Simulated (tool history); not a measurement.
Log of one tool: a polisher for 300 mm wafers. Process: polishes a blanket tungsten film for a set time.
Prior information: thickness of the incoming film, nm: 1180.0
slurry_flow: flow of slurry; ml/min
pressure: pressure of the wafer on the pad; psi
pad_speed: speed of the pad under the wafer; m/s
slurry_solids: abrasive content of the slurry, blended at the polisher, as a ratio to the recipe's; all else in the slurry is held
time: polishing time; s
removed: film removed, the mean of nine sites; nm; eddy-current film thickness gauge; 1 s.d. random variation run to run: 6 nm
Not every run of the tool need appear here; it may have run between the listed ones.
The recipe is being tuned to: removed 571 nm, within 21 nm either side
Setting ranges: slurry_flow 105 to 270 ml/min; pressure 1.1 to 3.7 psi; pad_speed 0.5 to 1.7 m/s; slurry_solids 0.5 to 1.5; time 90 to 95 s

| run | day | slurry_flow | pressure | pad_speed | slurry_solids | time | removed |
|---|---|---|---|---|---|---|---|
| 1 | 0 | 175 | 2.4 | 1.1 | 1 | 90 | 308.43 |
| 2 | 0.121 | 175 | 2.6 | 1.12 | 1 | 90 | 333.66 |
| 3 | 0.292 | 200 | 2.6 | 1.12 | 1 | 90 | 346.57 |
| 4 | 0.662 | 205 | 2.8 | 1.14 | 1 | 90 | 369.94 |
| 5 | 0.967 | 220 | 2.8 | 1.14 | 1 | 90 | 372.59 |
| 6 | 1.017 | 220 | 2.8 | 1.14 | 1 | 90 | 385.97 |
| 7 | 1.108 | 225 | 3 | 1.16 | 1 | 90 | 414.23 |
| 8 | 1.454 | 225 | 3.1 | 1.18 | 1 | 90 | 429.94 |
| 9 | 1.621 | 225 | 3.2 | 1.2 | 1 | 90 | 444.23 |
| 10 | 1.825 | 225 | 3.2 | 1.2 | 1 | 90 | 451.25 |
| 11 | 2.05 | 225 | 3.3 | 1.22 | 1 | 90 | 464.96 |
| 12 | 2.15 | 230 | 3.4 | 1.24 | 1 | 90 | 485.56 |
| 13 | 2.304 | 235 | 3.5 | 1.26 | 1 | 90 | 499.99 |
| 14 | 2.342 | 235 | 3.5 | 1.28 | 1 | 90 | 512.19 |
| 15 | 2.458 | 235 | 3.5 | 1.3 | 1 | 90 | 523.54 |
| 16 | 2.742 | 240 | 3.6 | 1.32 | 1 | 90 | 543.06 |

Next run, 5 choices. One meets every target within its allowed miss, the rest don't. Which?
| A | 3.025 | 250 | 3.7 | 1.2 | 1.35 | 93 | ? |
| B | 3.025 | 220 | 3.7 | 1.14 | 1 | 95 | ? |
| C | 3.025 | 255 | 3.2 | 1.42 | 0.75 | 93 | ? |
| D | 3.025 | 255 | 3.5 | 1.32 | 0.85 | 92 | ? |
| E | 3.025 | 270 | 3.5 | 1.24 | 1.1 | 90 | ? |

| move | removed |
|---|---|
| A | 573.27 |
| B | 517.33 |
| C | 500.86 |
| D | 523.25 |
| E | 518.88 |
A: each result inside its tolerance
B: further off than the last run
C: further off than the last run
D: further off than the last run
E: further off than the last run
A meets every target.

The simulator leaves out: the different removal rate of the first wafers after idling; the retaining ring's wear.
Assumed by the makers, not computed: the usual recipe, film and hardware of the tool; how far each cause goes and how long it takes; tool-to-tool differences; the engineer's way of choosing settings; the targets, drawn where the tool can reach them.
